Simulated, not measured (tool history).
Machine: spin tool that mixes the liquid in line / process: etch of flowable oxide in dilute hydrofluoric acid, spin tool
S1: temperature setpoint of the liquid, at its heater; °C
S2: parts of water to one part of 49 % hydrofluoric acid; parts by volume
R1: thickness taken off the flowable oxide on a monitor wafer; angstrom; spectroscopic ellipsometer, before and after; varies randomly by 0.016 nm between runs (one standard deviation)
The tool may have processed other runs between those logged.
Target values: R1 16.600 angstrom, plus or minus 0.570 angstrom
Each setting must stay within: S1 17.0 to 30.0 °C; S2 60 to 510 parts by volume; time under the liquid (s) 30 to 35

{"run": 1, "hour": 0.0, "S1": 22.0, "S2": 285, "time under the liquid (s)": 35, "R1": 28.218}
{"run": 2, "hour": 4.8, "S1": 23.5, "S2": 285, "time under the liquid (s)": 35, "R1": 30.181}
{"run": 3, "hour": 5.9, "S1": 21.5, "S2": 315, "time under the liquid (s)": 35, "R1": 23.992}
{"run": 4, "hour": 12.3, "S1": 20.0, "S2": 330, "time under the liquid (s)": 35, "R1": 22.138}
{"run": 5, "hour": 20.4, "S1": 18.5, "S2": 330, "time under the liquid (s)": 35, "R1": 20.304}
{"run": 6, "hour": 22.5, "S1": 18.5, "S2": 330, "time under the liquid (s)": 35, "R1": 20.392}
{"run": 7, "hour": 28.7, "S1": 18.0, "S2": 340, "time under the liquid (s)": 35, "R1": 19.164}
{"run": 8, "hour": 36.6, "S1": 17.5, "S2": 350, "time under the liquid (s)": 35, "R1": 18.665}
{"run": 9, "hour": 43.1, "S1": 17.5, "S2": 360, "time under the liquid (s)": 35, "R1": 17.298}

Next run, 5 choices. One meets every target within its allowed miss, the rest don't. Which?
{"run": "A", "hour": 49.6, "S1": 17.0, "S2": 345, "time under the liquid (s)": 35, "R1": "?"}
{"run": "B", "hour": 49.6, "S1": 20.0, "S2": 380, "time under the liquid (s)": 30, "R1": "?"}
{"run": "C", "hour": 49.6, "S1": 17.0, "S2": 310, "time under the liquid (s)": 30, "R1": "?"}
{"run": "D", "hour": 49.6, "S1": 18.0, "S2": 380, "time under the liquid (s)": 35, "R1": "?"}
{"run": "E", "hour": 49.6, "S1": 18.5, "S2": 365, "time under the liquid (s)": 35, "R1": "?"}

move=A R1=18.355
move=B R1=15.419
move=C R1=18.045
move=D R1=16.772
move=E R1=18.003
A: moves away from the targets compared with the last run
B: moves the result that the last run missed by most past its target, out the other side
C: moves away from the targets compared with the last run
D: every result lands within tolerance
E: moves away from the targets compared with the last run
So the answer is move D, the one that meets all the targets.

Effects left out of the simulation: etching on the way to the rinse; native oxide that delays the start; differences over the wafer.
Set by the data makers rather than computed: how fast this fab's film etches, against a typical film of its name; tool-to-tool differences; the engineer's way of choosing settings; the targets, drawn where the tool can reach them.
